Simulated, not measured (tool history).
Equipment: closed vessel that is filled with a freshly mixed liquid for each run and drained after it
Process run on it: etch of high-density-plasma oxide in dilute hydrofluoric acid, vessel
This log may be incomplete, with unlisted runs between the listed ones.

run	hour	temperature setpoint of the liquid (C)	parts of water to one part of 49 % hydrofluoric acid (parts by volume)	time in the liquid (s)	thickness taken off the high-density-plasma oxide on a monitor wafer (Å)
1	0.0	23.0	285	825	168.54
2	2.7	24.0	260	825	197.29
3	6.3	24.0	260	825	197.54
4	9.6	25.0	240	825	225.10
5	18.2	25.0	305	825	165.26
6	21.9	25.0	305	635	127.95
7	25.8	25.5	275	645	149.81
8	29.2	24.5	250	665	169.34
9	36.6	25.0	230	685	197.41
10	37.3	25.5	210	700	230.12
11	41.9	26.0	195	710	260.30
12	42.9	26.5	180	710	290.54
13	49.8	30.5	70	715	1005.50
14	50.7	30.0	70	715	999.70
15	52.7	29.5	70	715	991.00
16	56.3	28.5	70	715	937.11
17	64.7	27.5	70	715	906.35
18	67.4	26.5	70	715	861.56
19	68.3	25.5	70	715	837.00
20	74.4	24.5	70	715	800.42

For run 21, what comes out?
21	77.0	23.5	70	715	?

{"run 21": {"thickness taken off the high-density-plasma oxide on a monitor wafer (Å)": 770.17}}
